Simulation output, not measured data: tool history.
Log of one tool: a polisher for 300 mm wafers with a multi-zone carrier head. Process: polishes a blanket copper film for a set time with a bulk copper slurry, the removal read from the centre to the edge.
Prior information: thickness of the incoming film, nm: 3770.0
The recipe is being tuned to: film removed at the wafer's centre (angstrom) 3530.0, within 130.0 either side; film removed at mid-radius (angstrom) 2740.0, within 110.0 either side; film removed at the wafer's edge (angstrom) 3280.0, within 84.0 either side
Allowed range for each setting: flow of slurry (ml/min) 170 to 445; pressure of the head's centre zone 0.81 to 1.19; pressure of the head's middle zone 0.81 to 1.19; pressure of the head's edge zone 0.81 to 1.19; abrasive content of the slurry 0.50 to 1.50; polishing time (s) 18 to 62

run,hour,flow of slurry (ml/min),pressure of the head's centre zone,pressure of the head's middle zone,pressure of the head's edge zone,abrasive content of the slurry,polishing time (s),film removed at the wafer's centre (angstrom),film removed at mid-radius (angstrom),film removed at the wafer's edge (angstrom)
1,0.0,285,1.00,1.00,1.00,1.00,40,5527.2,4819.0,4817.6
2,8.0,270,0.98,0.94,1.00,0.85,37,4844.0,4068.6,4366.3
3,11.5,270,1.03,0.94,1.00,0.85,37,4939.8,4092.2,4355.7
4,18.5,270,1.10,0.94,1.00,0.85,37,5289.0,4167.4,4331.5
5,20.3,270,1.10,0.94,1.07,0.85,37,5303.6,4116.0,4527.6
6,23.8,270,1.02,0.94,1.07,0.85,37,4953.7,4065.5,4499.3
7,32.4,265,1.01,0.91,1.05,0.75,34,4413.1,3661.0,4004.6
8,41.2,250,1.02,0.88,1.07,0.70,32,4170.4,3312.7,3722.1
9,46.3,235,1.01,0.86,1.09,0.65,31,3922.4,3093.2,3625.4
10,51.3,225,1.00,0.84,1.08,0.60,31,3784.4,2927.4,3521.5
11,53.2,220,0.99,0.83,1.06,0.60,31,3730.3,2901.3,3487.6
12,60.2,215,0.98,0.82,1.04,0.60,31,3732.5,2855.5,3468.7
13,62.5,210,0.97,0.82,1.02,0.55,31,3579.9,2788.2,3332.5
14,67.2,205,0.97,0.82,1.02,0.55,31,3628.7,2805.6,3343.5

Which of these 5 next moves meets every target?
A,71.9,225,0.99,0.84,1.04,0.50,30,?,?,?
B,71.9,210,0.92,0.91,1.03,0.50,31,?,?,?
C,71.9,180,0.93,0.89,0.93,0.70,31,?,?,?
D,71.9,180,1.03,0.92,0.96,0.50,32,?,?,?
E,71.9,200,0.92,0.88,1.03,0.55,31,?,?,?

move,film removed at the wafer's centre (angstrom),film removed at mid-radius (angstrom),film removed at the wafer's edge (angstrom)
A,3546.2,2753.2,3290.9
B,3391.8,3007.9,3354.2
C,3466.3,2999.7,3269.2
D,3756.8,3046.3,3278.9
E,3399.3,2935.5,3374.2
A: all results in spec
B: carries the result that was furthest off beyond its target, to the other side
C: the furthest-off result lands on target, but another misses its tolerance
D: its largest miss is bigger than the last run's
E: carries the result that was furthest off beyond its target, to the other side
The move that meets every target is A.
